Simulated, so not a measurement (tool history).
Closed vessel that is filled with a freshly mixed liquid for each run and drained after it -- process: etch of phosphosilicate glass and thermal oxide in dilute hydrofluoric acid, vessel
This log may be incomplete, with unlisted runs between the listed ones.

run    day  temperature setpoint of the liquid (C)  parts of water to one part of 49 % hydrofluoric acid (parts by volume)  time in the liquid (s)  thickness taken off the phosphosilicate glass on a monitor wafer (Å)  thickness taken off the thermal oxide on a monitor wafer (Å)
  1      0                                      24                                                                      65                      60                                                                807.17                                                        41.119
  2  0.267                                    26.5                                                                      65                      60                                                                891.59                                                         45.01
  3  0.562                                    26.5                                                                      65                      70                                                                1054.8                                                        52.424
  4  0.804                                    27.5                                                                      65                      70                                                                1094.4                                                          54.8
  5  0.883                                    24.5                                                                      75                      70                                                                824.88                                                        41.706
  6  1.167                                      27                                                                      75                      70                                                                915.74                                                        46.238

Run 7 comes next. What will it give?
  7  1.283                                      24                                                                      80                      70                                                                     ?                                                             ?

Run 7 produced thickness taken off the phosphosilicate glass on a monitor wafer (Å) 750.85, thickness taken off the thermal oxide on a monitor wafer (Å) 38.024.
